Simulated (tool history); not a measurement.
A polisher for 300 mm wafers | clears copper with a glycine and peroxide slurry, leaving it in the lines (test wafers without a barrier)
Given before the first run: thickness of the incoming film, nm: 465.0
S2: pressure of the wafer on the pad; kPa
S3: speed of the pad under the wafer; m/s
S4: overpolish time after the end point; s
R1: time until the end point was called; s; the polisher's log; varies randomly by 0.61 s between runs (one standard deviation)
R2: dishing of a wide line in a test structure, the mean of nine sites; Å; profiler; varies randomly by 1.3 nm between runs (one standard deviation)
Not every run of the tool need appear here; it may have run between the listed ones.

{"run": 1, "hour": 0.0, "flow of slurry (ml/min)": 285, "S2": 22.1, "S3": 0.9, "S4": 20, "R1": 99.717, "R2": 606.28}
{"run": 2, "hour": 4.6, "flow of slurry (ml/min)": 285, "S2": 22.1, "S3": 0.9, "S4": 23, "R1": 100.45, "R2": 656.56}
{"run": 3, "hour": 6.3, "flow of slurry (ml/min)": 285, "S2": 24.8, "S3": 0.92, "S4": 24, "R1": 89.169, "R2": 770.58}
{"run": 4, "hour": 12.9, "flow of slurry (ml/min)": 285, "S2": 27.6, "S3": 0.94, "S4": 24, "R1": 80.527, "R2": 810.72}
{"run": 5, "hour": 15.6, "flow of slurry (ml/min)": 285, "S2": 29, "S3": 0.96, "S4": 25, "R1": 76.012, "R2": 876.54}
{"run": 6, "hour": 16.7, "flow of slurry (ml/min)": 285, "S2": 30.3, "S3": 0.98, "S4": 26, "R1": 71.156, "R2": 927.06}
{"run": 7, "hour": 22.1, "flow of slurry (ml/min)": 285, "S2": 31.7, "S3": 1, "S4": 27, "R1": 69.282, "R2": 974.91}
{"run": 8, "hour": 28.9, "flow of slurry (ml/min)": 285, "S2": 32.4, "S3": 1.04, "S4": 27, "R1": 63.55, "R2": 1002.6}
{"run": 9, "hour": 32.5, "flow of slurry (ml/min)": 285, "S2": 33.1, "S3": 1.04, "S4": 28, "R1": 62.635, "R2": 1034.2}

Run 10 is up next; what results do you expect?
{"run": 10, "hour": 36.0, "flow of slurry (ml/min)": 285, "S2": 33.8, "S3": 1.04, "S4": 29, "R1": "?", "R2": "?"}

R1: 62.228 s
R2: 1046.9 Å
